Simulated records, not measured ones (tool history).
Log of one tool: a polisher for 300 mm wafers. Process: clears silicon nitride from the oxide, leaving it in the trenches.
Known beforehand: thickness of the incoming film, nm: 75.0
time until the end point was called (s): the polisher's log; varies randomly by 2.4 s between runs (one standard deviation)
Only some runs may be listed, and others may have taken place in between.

| run | hour | flow of slurry (ml/min) | pressure of the wafer on the pad (kPa) | speed of the pad under the wafer (m/s) | overpolish time after the end point (s) | time until the end point was called (s) |
|---|---|---|---|---|---|---|
| 1 | 0.0 | 165 | 13.8 | 1.20 | 30 | 106.80 |
| 2 | 2.6 | 200 | 13.8 | 1.20 | 30 | 102.17 |
| 3 | 3.7 | 200 | 12.4 | 1.20 | 30 | 106.34 |
| 4 | 6.8 | 200 | 12.4 | 1.20 | 32 | 108.95 |
| 5 | 8.0 | 200 | 12.4 | 1.20 | 32 | 106.37 |
| 6 | 16.6 | 200 | 9.7 | 1.20 | 32 | 130.46 |

Run 7 is up next; what results do you expect?
| 7 | 21.1 | 195 | 9.0 | 1.20 | 32 | ? |

{"run 7": {"time until the end point was called (s)": 135.55}}
